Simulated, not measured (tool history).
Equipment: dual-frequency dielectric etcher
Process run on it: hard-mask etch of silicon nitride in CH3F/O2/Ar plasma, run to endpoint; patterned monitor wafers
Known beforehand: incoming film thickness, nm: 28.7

run	day	source power (kW)	bias power (kW)	endpoint time (s)
1	0.000	0.350	0.089	44.577
2	0.338	0.350	0.078	47.243
3	0.483	0.350	0.093	43.807
4	0.671	0.340	0.092	44.489
5	0.746	0.330	0.091	44.917
6	0.925	0.320	0.089	46.274
7	1.071	0.310	0.088	46.510

For run 8, what comes out?
8	1.321	0.240	0.075	?

endpoint time (s): 53.724

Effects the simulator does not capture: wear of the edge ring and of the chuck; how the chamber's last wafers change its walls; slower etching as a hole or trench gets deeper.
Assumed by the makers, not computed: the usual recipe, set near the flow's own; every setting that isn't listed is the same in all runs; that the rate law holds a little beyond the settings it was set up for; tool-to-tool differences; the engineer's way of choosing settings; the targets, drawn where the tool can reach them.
